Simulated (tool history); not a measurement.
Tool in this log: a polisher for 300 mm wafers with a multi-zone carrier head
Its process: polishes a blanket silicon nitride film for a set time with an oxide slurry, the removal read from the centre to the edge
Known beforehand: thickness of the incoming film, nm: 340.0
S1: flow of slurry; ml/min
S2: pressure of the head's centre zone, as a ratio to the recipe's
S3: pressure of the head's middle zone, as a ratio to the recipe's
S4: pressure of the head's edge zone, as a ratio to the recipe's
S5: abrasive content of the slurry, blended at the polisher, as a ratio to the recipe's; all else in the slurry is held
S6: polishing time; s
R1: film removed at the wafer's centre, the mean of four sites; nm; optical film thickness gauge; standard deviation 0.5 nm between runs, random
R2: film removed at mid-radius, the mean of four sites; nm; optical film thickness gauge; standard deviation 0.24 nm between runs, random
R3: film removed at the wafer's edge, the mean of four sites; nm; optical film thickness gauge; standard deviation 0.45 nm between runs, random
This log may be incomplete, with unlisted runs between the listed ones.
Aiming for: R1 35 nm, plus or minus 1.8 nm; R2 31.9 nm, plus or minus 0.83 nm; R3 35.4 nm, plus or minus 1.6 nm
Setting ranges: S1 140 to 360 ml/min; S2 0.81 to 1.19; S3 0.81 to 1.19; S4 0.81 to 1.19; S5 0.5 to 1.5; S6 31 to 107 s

Run 1, hour 0: S1 230 ml/min, S2 1, S3 1, S4 1, S5 1, S6 69 s. Result: R1 61.272 nm, R2 53.713 nm, R3 53.005 nm.
Run 2, hour 3.9: S1 225 ml/min, S2 0.98, S3 0.98, S4 0.99, S5 0.95, S6 68 s. Result: R1 55.638 nm, R2 50.909 nm, R3 50.68 nm.
Run 3, hour 5.4: S1 225 ml/min, S2 0.98, S3 0.98, S4 1.05, S5 0.95, S6 68 s. Result: R1 56.625 nm, R2 51.131 nm, R3 52.614 nm.
Run 4, hour 12.4: S1 225 ml/min, S2 0.98, S3 0.9, S4 1.05, S5 0.95, S6 68 s. Result: R1 56.099 nm, R2 47.401 nm, R3 52.639 nm.
Run 5, hour 19.1: S1 220 ml/min, S2 0.97, S3 0.89, S4 1.04, S5 0.9, S6 67 s. Result: R1 54.06 nm, R2 45.241 nm, R3 50.027 nm.
Run 6, hour 27.7: S1 255 ml/min, S2 0.97, S3 0.89, S4 1.04, S5 0.9, S6 67 s. Result: R1 55.716 nm, R2 45.805 nm, R3 49.783 nm.
Run 7, hour 31.4: S1 250 ml/min, S2 0.96, S3 0.88, S4 1.03, S5 0.85, S6 66 s. Result: R1 53.085 nm, R2 43.09 nm, R3 49.096 nm.
At hour 32.2: centre zone pressure recalibrated.
Run 8, hour 32.2: S1 245 ml/min, S2 0.95, S3 0.89, S4 1.02, S5 0.8, S6 65 s. Result: R1 44.239 nm, R2 41.956 nm, R3 45.222 nm.
Run 9, hour 38.8: S1 250 ml/min, S2 0.96, S3 0.88, S4 1.02, S5 0.75, S6 64 s. Result: R1 42.745 nm, R2 39.1 nm, R3 43.329 nm.
Run 10, hour 47.6: S1 230 ml/min, S2 0.9, S3 0.82, S4 0.92, S5 0.5, S6 63 s. Result: R1 30.178 nm, R2 28.11 nm, R3 31.073 nm.

Which of these 4 next moves meets every target?
Run A, hour 56.4: S1 245 ml/min, S2 0.87, S3 0.83, S4 1.1, S5 0.5, S6 57 s. Result: R1 ?, R2 ?, R3 ?.
Run B, hour 56.4: S1 185 ml/min, S2 0.93, S3 0.83, S4 0.91, S5 0.6, S6 65 s. Result: R1 ?, R2 ?, R3 ?.
Run C, hour 56.4: S1 245 ml/min, S2 0.81, S3 1.16, S4 0.85, S5 0.5, S6 55 s. Result: R1 ?, R2 ?, R3 ?.
Run D, hour 56.4: S1 205 ml/min, S2 0.87, S3 0.83, S4 0.83, S5 0.55, S6 72 s. Result: R1 ?, R2 ?, R3 ?.

move      R1      R2      R3
   A   26.76  25.831   30.69
   B  35.098  32.019  35.037
   C  24.263  33.054  26.081
   D  35.162   34.04  35.584
A: moves away from the targets compared with the last run
B: hits every target within its allowed miss
C: takes the biggest miss from the last run beyond its target
D: takes the biggest miss from the last run beyond its target
B meets every target.

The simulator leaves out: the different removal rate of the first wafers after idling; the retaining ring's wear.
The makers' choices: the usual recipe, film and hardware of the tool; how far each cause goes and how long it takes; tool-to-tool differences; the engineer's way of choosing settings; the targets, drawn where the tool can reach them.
